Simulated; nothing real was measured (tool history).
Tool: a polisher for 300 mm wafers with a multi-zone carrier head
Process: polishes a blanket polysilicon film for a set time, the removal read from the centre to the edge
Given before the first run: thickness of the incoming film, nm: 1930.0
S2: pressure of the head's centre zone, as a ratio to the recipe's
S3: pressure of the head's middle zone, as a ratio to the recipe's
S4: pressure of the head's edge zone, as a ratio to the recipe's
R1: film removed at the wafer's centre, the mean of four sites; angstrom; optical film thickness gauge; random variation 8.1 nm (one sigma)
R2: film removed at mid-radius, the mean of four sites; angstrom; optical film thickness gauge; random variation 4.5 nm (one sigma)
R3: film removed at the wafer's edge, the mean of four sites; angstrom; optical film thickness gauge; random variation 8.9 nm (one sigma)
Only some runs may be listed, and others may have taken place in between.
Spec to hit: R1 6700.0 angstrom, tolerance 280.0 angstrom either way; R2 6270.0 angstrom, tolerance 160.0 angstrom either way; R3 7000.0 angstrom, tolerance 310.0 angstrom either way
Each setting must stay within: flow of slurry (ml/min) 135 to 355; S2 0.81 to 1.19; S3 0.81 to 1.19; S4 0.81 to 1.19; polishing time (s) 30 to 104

run 1 hour=0.0 | flow_of_slurry_(ml/min)=225 S2=1.00 S3=1.00 S4=1.00 polishing_time_(s)=67 | R1=7058.3 R2=7411.2 R3=6968.9
run 2 hour=1.7 | flow_of_slurry_(ml/min)=225 S2=1.00 S3=1.00 S4=1.00 polishing_time_(s)=74 | R1=7902.8 R2=8182.9 R3=7735.0
run 3 hour=10.1 | flow_of_slurry_(ml/min)=225 S2=1.04 S3=1.00 S4=1.00 polishing_time_(s)=74 | R1=8240.6 R2=8038.5 R3=7942.5
run 4 hour=17.8 | flow_of_slurry_(ml/min)=200 S2=1.04 S3=1.00 S4=1.00 polishing_time_(s)=74 | R1=7871.4 R2=8085.5 R3=7641.7
run 5 hour=26.2 | flow_of_slurry_(ml/min)=195 S2=1.04 S3=0.97 S4=1.01 polishing_time_(s)=73 | R1=7952.5 R2=7682.6 R3=7688.4
run 6 hour=30.2 | flow_of_slurry_(ml/min)=195 S2=1.04 S3=0.97 S4=1.01 polishing_time_(s)=82 | R1=8836.4 R2=8669.4 R3=8672.6
run 7 hour=35.5 | flow_of_slurry_(ml/min)=190 S2=1.03 S3=0.95 S4=1.01 polishing_time_(s)=80 | R1=8465.9 R2=8264.0 R3=8299.8
run 8 hour=40.7 | flow_of_slurry_(ml/min)=155 S2=0.95 S3=0.85 S4=1.06 polishing_time_(s)=68 | R1=6363.4 R2=6230.6 R3=7056.6

Which single option among these 4 for the next run brings every result within its allowed miss of target? Just one does.
run A hour=45.9 | flow_of_slurry_(ml/min)=135 S2=0.90 S3=0.89 S4=1.08 polishing_time_(s)=67 | R1=? R2=? R3=?
run B hour=45.9 | flow_of_slurry_(ml/min)=170 S2=0.90 S3=0.87 S4=1.07 polishing_time_(s)=65 | R1=? R2=? R3=?
run C hour=45.9 | flow_of_slurry_(ml/min)=175 S2=0.96 S3=0.94 S4=1.11 polishing_time_(s)=63 | R1=? R2=? R3=?
run D hour=45.9 | flow_of_slurry_(ml/min)=210 S2=0.98 S3=0.85 S4=1.07 polishing_time_(s)=65 | R1=? R2=? R3=?

move=A R1=5875.0 R2=6101.6 R3=6734.4
move=B R1=6050.0 R2=6143.0 R3=6755.2
move=C R1=6300.5 R2=6321.0 R3=6691.6
move=D R1=6869.5 R2=6269.4 R3=6942.5
A: the biggest miss grows against the last run
B: the biggest miss grows against the last run
C: the biggest miss grows against the last run
D: meets every target
The right move is D.
